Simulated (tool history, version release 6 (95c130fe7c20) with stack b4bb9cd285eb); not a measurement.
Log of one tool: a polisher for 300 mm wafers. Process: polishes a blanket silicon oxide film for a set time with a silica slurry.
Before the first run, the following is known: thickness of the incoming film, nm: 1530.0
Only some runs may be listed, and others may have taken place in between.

run,day,flow of slurry (ml/min),pressure of the wafer on the pad (psi),speed of the pad under the wafer (m/s),abrasive content of the slurry,polishing time (s),film removed (nm)
1,0,300,5.6,0.92,1,25,101.81
2,0.075,300,5.1,0.92,1,25,96.214
3,0.188,300,3.7,0.92,1,25,77.422
4,0.433,225,3.7,0.92,1,25,74.179
5,0.75,225,3.7,0.92,1,23,68.947
6,0.917,225,3.7,0.92,1,25,75.103

Predict the results of run 7:
7,1.217,225,3.5,0.92,1,25,?

Run 7 gave film removed (nm) 72.679.
